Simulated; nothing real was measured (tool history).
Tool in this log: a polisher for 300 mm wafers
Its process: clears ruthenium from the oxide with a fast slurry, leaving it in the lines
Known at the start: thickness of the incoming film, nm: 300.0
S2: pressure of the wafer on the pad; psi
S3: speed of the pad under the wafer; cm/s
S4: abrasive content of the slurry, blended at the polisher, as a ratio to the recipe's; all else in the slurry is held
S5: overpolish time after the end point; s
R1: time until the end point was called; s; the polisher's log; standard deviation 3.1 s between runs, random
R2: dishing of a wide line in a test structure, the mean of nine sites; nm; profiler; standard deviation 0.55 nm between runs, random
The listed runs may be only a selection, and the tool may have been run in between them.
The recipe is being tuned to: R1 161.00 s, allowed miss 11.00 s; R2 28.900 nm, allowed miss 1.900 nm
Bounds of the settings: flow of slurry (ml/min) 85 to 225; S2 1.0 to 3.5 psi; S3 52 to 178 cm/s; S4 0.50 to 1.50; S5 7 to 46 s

run 1 hour=0.0 | flow_of_slurry_(ml/min)=145 S2=2.2 S3=114 S4=1.00 S5=24 | R1=109.28 R2=28.255
run 2 hour=1.1 | flow_of_slurry_(ml/min)=145 S2=2.0 S3=112 S4=1.00 S5=27 | R1=119.88 R2=27.421
run 3 hour=3.6 | flow_of_slurry_(ml/min)=120 S2=2.0 S3=112 S4=1.00 S5=27 | R1=123.31 R2=28.103
run 4 hour=5.4 | flow_of_slurry_(ml/min)=120 S2=2.0 S3=112 S4=1.00 S5=22 | R1=122.16 R2=26.217
run 5 hour=13.5 | flow_of_slurry_(ml/min)=120 S2=1.9 S3=110 S4=1.00 S5=27 | R1=130.56 R2=28.616
run 6 hour=17.1 | flow_of_slurry_(ml/min)=120 S2=1.9 S3=110 S4=1.00 S5=17 | R1=134.69 R2=21.313
run 7 hour=20.4 | flow_of_slurry_(ml/min)=120 S2=1.4 S3=106 S4=1.00 S5=28 | R1=173.82 R2=24.004
run 8 hour=23.7 | flow_of_slurry_(ml/min)=120 S2=1.5 S3=106 S4=1.00 S5=30 | R1=170.35 R2=25.953
run 9 hour=31.0 | flow_of_slurry_(ml/min)=120 S2=1.5 S3=106 S4=1.00 S5=31 | R1=166.86 R2=26.179
-- hour=31.5 slurry blender recalibrated
run 10 hour=31.5 | flow_of_slurry_(ml/min)=120 S2=1.5 S3=106 S4=1.00 S5=32 | R1=144.08 R2=27.124

4 candidate next runs follow, results not yet known. Just one meets every target within its allowed miss. Identify it.
run A hour=32.0 | flow_of_slurry_(ml/min)=150 S2=1.1 S3=114 S4=1.05 S5=27 | R1=? R2=?
run B hour=32.0 | flow_of_slurry_(ml/min)=130 S2=1.4 S3=122 S4=1.10 S5=30 | R1=? R2=?
run C hour=32.0 | flow_of_slurry_(ml/min)=105 S2=1.4 S3=106 S4=1.00 S5=38 | R1=? R2=?
run D hour=32.0 | flow_of_slurry_(ml/min)=100 S2=2.0 S3=100 S4=1.00 S5=32 | R1=? R2=?

move=A R1=160.71 R2=25.391
move=B R1=124.05 R2=29.523
move=C R1=157.36 R2=29.508
move=D R1=124.55 R2=30.114
A: corrects the largest miss of the last run, while another result sits out of spec
B: further off than the last run
C: hits every target within its allowed miss
D: further off than the last run
Correct choice: C, which meets every target
